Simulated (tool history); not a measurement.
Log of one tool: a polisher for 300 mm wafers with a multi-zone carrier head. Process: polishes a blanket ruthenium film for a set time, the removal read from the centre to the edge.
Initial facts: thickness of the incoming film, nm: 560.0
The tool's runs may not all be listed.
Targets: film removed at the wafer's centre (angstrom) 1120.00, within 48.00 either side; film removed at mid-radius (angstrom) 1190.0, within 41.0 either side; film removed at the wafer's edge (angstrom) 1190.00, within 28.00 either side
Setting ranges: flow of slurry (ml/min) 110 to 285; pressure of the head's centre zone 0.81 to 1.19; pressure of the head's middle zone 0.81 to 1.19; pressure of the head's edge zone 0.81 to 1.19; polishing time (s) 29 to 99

run	hour	flow of slurry (ml/min)	pressure of the head's centre zone	pressure of the head's middle zone	pressure of the head's edge zone	polishing time (s)	film removed at the wafer's centre (angstrom)	film removed at mid-radius (angstrom)	film removed at the wafer's edge (angstrom)
1	0.0	180	1.00	1.00	1.00	64	1033.50	941.5	954.53
2	8.5	180	1.00	1.07	1.00	64	1039.10	1005.9	955.05
3	15.2	180	1.00	1.07	1.00	73	1197.80	1140.3	1093.40
4	17.2	185	0.99	1.07	1.01	73	1176.70	1165.7	1077.80
5	21.1	185	0.99	1.07	0.95	73	1194.30	1135.8	1070.40
6	29.4	185	0.98	1.06	0.97	74	1194.50	1152.2	1090.70
7	33.6	185	0.97	1.05	0.99	74	1140.40	1139.4	1107.90
8	39.1	190	0.97	1.05	1.00	74	1159.40	1165.2	1100.20
9	41.9	185	0.97	1.04	1.01	75	1194.70	1163.9	1123.70
# hour 46.9: centre zone pressure recalibrated
10	46.9	185	0.96	1.03	1.02	75	1058.10	1150.9	1132.30

Exactly one of the 5 candidate moves below puts every result within its allowed miss. Which one?
A	51.9	205	1.00	1.10	1.09	72	?	?	?
B	51.9	205	0.83	0.96	1.09	80	?	?	?
C	51.9	210	0.98	1.13	1.03	69	?	?	?
D	51.9	195	0.96	1.02	1.05	78	?	?	?
E	51.9	110	0.99	0.98	1.04	82	?	?	?

move	film removed at the wafer's centre (angstrom)	film removed at mid-radius (angstrom)	film removed at the wafer's edge (angstrom)
A	1084.90	1176.0	1121.50
B	997.96	1165.3	1248.40
C	1023.00	1157.6	1058.20
D	1117.60	1185.7	1195.10
E	1044.60	1057.9	1143.10
A: the biggest miss grows against the last run
B: the result that was furthest off in the last run now lies on the other side of its target
C: the biggest miss grows against the last run
D: each result inside its tolerance
E: the biggest miss grows against the last run
Correct choice: D, which meets every target
